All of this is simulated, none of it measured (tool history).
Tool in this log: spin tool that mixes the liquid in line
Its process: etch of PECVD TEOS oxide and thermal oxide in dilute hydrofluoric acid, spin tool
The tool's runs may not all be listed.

run,day,temperature setpoint of the liquid (°C),parts of water to one part of 49 % hydrofluoric acid (parts by volume),time under the liquid (s),thickness taken off the PECVD TEOS oxide on a monitor wafer (nm),thickness taken off the thermal oxide on a monitor wafer (nm)
1,0.000,20.0,190,180,9.3458,3.2547
2,0.042,19.5,200,180,8.5906,3.0391
3,0.212,19.0,210,180,7.8770,2.8002
4,0.446,19.0,215,180,7.6138,2.7439
5,0.508,19.0,220,180,7.3948,2.6247
6,0.733,17.0,220,180,6.6976,2.4313

The next listed run, before its measurement:
7,0.921,17.0,225,180,?,?

{"run 7": {"thickness taken off the PECVD TEOS oxide on a monitor wafer (nm)": 6.8089, "thickness taken off the thermal oxide on a monitor wafer (nm)": 2.3658}}

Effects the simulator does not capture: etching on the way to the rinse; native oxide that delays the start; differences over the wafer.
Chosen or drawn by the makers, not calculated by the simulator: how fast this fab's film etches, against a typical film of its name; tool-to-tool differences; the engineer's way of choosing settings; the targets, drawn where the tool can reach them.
